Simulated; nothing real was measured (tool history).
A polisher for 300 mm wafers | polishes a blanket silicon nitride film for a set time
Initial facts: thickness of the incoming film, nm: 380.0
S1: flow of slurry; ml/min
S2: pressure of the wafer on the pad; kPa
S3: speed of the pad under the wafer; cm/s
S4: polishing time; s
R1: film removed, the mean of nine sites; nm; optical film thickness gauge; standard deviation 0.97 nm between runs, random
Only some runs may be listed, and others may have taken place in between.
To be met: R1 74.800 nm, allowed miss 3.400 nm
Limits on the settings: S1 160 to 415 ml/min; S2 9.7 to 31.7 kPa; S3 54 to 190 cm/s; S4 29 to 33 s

run,hour,S1,S2,S3,S4,R1
1,0.0,265,20.7,122,33,54.360
2,4.5,265,22.1,122,33,56.671
3,7.6,265,23.4,122,33,60.633
4,15.3,265,24.1,122,33,62.414
5,22.6,265,24.1,122,33,61.473
6,28.4,265,24.1,132,33,66.010
7,32.1,265,24.8,132,33,65.128
8,36.7,265,25.5,132,33,68.527
9,38.0,265,26.2,132,33,70.082
10,42.0,265,26.9,132,33,70.924

Below are 4 possible settings for the next run. Only one of them brings all results inside the allowed miss of their targets. Which is it?
A,46.0,245,26.2,122,33,?
B,46.0,275,24.8,168,32,?
C,46.0,285,25.5,130,32,?
D,46.0,395,22.1,146,33,?

move,R1
A,63.403
B,72.750
C,63.489
D,64.264
A: the biggest miss grows against the last run
B: all results in spec
C: the biggest miss grows against the last run
D: the biggest miss grows against the last run
The right move is B.
